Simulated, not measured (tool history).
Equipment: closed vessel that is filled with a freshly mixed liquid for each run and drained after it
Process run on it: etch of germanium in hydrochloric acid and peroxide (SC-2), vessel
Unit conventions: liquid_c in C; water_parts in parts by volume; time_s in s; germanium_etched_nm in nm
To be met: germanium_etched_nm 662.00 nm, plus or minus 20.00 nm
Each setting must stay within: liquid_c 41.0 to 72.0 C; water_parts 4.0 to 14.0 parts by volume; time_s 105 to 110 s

run,day,liquid_c,water_parts,time_s,germanium_etched_nm
1,0.000,57.0,7.5,105,502.97
2,0.312,60.0,7.5,105,561.45
3,0.417,61.5,7.5,105,579.07
4,0.675,61.5,8.5,105,586.31
5,0.975,62.5,8.5,105,597.05
6,1.042,58.5,8.5,105,530.53
7,1.192,61.0,8.5,105,566.61
8,1.312,62.5,8.5,105,594.57
9,1.379,63.5,8.5,105,612.46
10,1.488,64.5,8.5,105,628.73
11,1.854,65.0,8.5,105,630.84

Of the 4 settings listed for the next run, only one would bring every result within its allowed miss of target. Which one?
A,2.221,66.5,8.5,105,?
B,2.221,66.0,7.5,110,?
C,2.221,69.5,9.0,105,?
D,2.221,68.5,8.0,105,?

move,germanium_etched_nm
A,665.64
B,695.05
C,719.89
D,708.27
A: meets every target
B: the result that was furthest off in the last run now lies on the other side of its target
C: the result that was furthest off in the last run now lies on the other side of its target
D: the result that was furthest off in the last run now lies on the other side of its target
The right move is A.
